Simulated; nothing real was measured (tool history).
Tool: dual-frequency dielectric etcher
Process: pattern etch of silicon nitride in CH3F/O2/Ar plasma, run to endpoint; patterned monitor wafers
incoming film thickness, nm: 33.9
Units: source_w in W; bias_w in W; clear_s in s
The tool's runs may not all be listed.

run  hour  source_w  bias_w  clear_s
  1     0       340      90   46.741
  2   1.1       360      90   46.213
  3   8.8       330      84   48.516
  4    10       290      84     50.5
  5  11.6       290      98   47.877
  6  14.4       270      92   50.287
  7  16.6       260      88   51.707
  8  22.9       210      72   60.895

Run 9 comes next. What will it give?
  9  31.3       220      72        ?

clear_s: 59.697 s

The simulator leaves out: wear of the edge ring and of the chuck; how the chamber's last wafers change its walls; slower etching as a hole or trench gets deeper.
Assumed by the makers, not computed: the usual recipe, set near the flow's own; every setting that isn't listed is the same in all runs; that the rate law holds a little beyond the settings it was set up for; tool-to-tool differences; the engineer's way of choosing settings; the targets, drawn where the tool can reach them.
